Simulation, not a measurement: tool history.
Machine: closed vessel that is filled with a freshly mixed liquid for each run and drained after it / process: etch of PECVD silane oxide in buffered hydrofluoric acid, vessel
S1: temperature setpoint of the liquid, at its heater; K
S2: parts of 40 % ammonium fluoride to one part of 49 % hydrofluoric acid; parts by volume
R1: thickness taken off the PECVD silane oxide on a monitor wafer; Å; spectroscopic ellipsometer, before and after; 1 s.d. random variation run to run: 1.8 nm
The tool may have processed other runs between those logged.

{"run": 1, "hour": 0.0, "S1": 294.15, "S2": 12.5, "time in the liquid (s)": 30, "R1": 852.98}
{"run": 2, "hour": 9.0, "S1": 292.65, "S2": 12.5, "time in the liquid (s)": 30, "R1": 800.83}
{"run": 3, "hour": 12.1, "S1": 295.15, "S2": 10.5, "time in the liquid (s)": 30, "R1": 1094.0}
{"run": 4, "hour": 19.8, "S1": 296.65, "S2": 9.5, "time in the liquid (s)": 30, "R1": 1251.6}
{"run": 5, "hour": 21.0, "S1": 298.15, "S2": 8.5, "time in the liquid (s)": 30, "R1": 1528.4}
{"run": 6, "hour": 28.7, "S1": 298.15, "S2": 8.5, "time in the liquid (s)": 30, "R1": 1512.9}

What does the tool deliver on the next run?
{"run": 7, "hour": 35.7, "S1": 302.15, "S2": 6.0, "time in the liquid (s)": 30, "R1": "?"}

For run 7 the tool returned R1 2635.50 Å.

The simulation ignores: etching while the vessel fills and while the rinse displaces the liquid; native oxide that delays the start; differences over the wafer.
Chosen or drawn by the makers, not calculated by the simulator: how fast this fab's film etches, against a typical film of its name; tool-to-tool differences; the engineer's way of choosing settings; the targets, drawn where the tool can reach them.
